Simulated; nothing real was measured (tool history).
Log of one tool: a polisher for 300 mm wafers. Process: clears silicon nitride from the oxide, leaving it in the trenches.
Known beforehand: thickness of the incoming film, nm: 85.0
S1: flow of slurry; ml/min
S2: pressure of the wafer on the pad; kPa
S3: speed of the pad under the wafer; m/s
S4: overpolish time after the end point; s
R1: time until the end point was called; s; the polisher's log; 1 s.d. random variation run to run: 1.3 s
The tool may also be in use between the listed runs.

{"run": 1, "hour": 0.0, "S1": 230, "S2": 21.4, "S3": 1.2, "S4": 40, "R1": 76.04}
{"run": 2, "hour": 7.1, "S1": 230, "S2": 20.7, "S3": 1.2, "S4": 40, "R1": 80.67}
{"run": 3, "hour": 8.3, "S1": 230, "S2": 24.1, "S3": 1.2, "S4": 40, "R1": 69.043}
{"run": 4, "hour": 9.9, "S1": 285, "S2": 24.1, "S3": 1.2, "S4": 40, "R1": 67.065}
{"run": 5, "hour": 15.3, "S1": 285, "S2": 22.8, "S3": 1.2, "S4": 40, "R1": 70.916}
{"run": 6, "hour": 19.9, "S1": 285, "S2": 22.8, "S3": 1.38, "S4": 40, "R1": 61.256}

Expected results for the next run?
{"run": 7, "hour": 28.1, "S1": 285, "S2": 21.4, "S3": 1.38, "S4": 40, "R1": "?"}

R1: 67.204 s
